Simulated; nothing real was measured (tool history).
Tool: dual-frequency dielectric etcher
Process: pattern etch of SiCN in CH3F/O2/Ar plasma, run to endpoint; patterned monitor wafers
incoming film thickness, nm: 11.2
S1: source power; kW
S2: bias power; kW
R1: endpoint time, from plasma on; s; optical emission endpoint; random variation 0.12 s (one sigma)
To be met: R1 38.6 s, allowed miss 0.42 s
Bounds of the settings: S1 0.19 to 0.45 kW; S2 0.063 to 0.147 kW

{"run": 1, "hour": 0.0, "S1": 0.32, "S2": 0.105, "R1": 30.481}
{"run": 2, "hour": 5.1, "S1": 0.32, "S2": 0.121, "R1": 28.766}
{"run": 3, "hour": 12.0, "S1": 0.32, "S2": 0.111, "R1": 29.834}
{"run": 4, "hour": 14.5, "S1": 0.34, "S2": 0.111, "R1": 29.048}
{"run": 5, "hour": 23.0, "S1": 0.36, "S2": 0.111, "R1": 28.405}
{"run": 6, "hour": 26.2, "S1": 0.34, "S2": 0.108, "R1": 29.343}
{"run": 7, "hour": 29.2, "S1": 0.32, "S2": 0.105, "R1": 30.498}
{"run": 8, "hour": 34.3, "S1": 0.31, "S2": 0.103, "R1": 31.102}
{"run": 9, "hour": 40.0, "S1": 0.3, "S2": 0.101, "R1": 31.657}
{"run": 10, "hour": 40.6, "S1": 0.29, "S2": 0.099, "R1": 32.339}
{"run": 11, "hour": 42.7, "S1": 0.28, "S2": 0.097, "R1": 33.112}
{"run": 12, "hour": 48.5, "S1": 0.27, "S2": 0.096, "R1": 33.78}
{"run": 13, "hour": 55.9, "S1": 0.26, "S2": 0.095, "R1": 34.181}
{"run": 14, "hour": 57.5, "S1": 0.25, "S2": 0.094, "R1": 35.036}
{"run": 15, "hour": 60.5, "S1": 0.24, "S2": 0.094, "R1": 35.612}
{"run": 16, "hour": 61.9, "S1": 0.23, "S2": 0.094, "R1": 36.29}
{"run": 17, "hour": 69.6, "S1": 0.21, "S2": 0.094, "R1": 37.538}

5 next moves are on the table. One of them brings every result within its allowed miss. Which?
{"run": "A", "hour": 77.3, "S1": 0.27, "S2": 0.073, "R1": "?"}
{"run": "B", "hour": 77.3, "S1": 0.2, "S2": 0.098, "R1": "?"}
{"run": "C", "hour": 77.3, "S1": 0.24, "S2": 0.084, "R1": "?"}
{"run": "D", "hour": 77.3, "S1": 0.21, "S2": 0.093, "R1": "?"}
{"run": "E", "hour": 77.3, "S1": 0.24, "S2": 0.077, "R1": "?"}

move=A R1=37.466
move=B R1=37.284
move=C R1=37.047
move=D R1=37.4
move=E R1=38.388
A: further off than the last run
B: further off than the last run
C: further off than the last run
D: further off than the last run
E: meets every target
Answer: E
